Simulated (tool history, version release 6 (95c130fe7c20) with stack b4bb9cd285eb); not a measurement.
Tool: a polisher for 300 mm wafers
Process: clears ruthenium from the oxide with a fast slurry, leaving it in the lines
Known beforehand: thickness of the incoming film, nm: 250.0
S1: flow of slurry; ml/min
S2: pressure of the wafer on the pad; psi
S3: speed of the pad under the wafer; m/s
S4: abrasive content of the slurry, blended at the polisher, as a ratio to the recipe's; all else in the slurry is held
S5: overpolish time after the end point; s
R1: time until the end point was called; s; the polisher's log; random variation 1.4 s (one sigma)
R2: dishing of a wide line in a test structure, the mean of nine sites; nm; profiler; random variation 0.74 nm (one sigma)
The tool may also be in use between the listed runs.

run,hour,S1,S2,S3,S4,S5,R1,R2
1,0.0,285,1.8,1.10,1.0,21,79.470,47.244
2,7.9,285,1.8,0.92,1.0,21,91.357,41.719
3,9.2,285,2.1,0.92,1.0,21,77.447,47.988
4,16.9,285,2.0,0.92,1.0,21,83.280,46.364
5,23.7,285,2.0,1.08,1.0,21,73.994,50.656
6,31.5,285,2.0,1.08,1.0,24,73.622,56.516
7,36.7,285,1.9,1.08,1.0,24,74.243,54.807
8,37.6,285,1.8,1.08,1.0,24,80.352,50.741
9,45.5,285,1.8,1.08,1.0,24,79.148,52.402
10,46.3,285,1.7,1.08,1.0,24,82.734,49.130
11,55.0,285,1.6,1.08,1.0,24,89.505,49.305
12,61.3,285,1.6,1.08,1.0,23,91.612,44.953

Run 13 comes next. What will it give?
13,70.3,285,1.5,1.08,1.0,22,?,?

{"run 13": {"R1": 95.085, "R2": 43.154}}
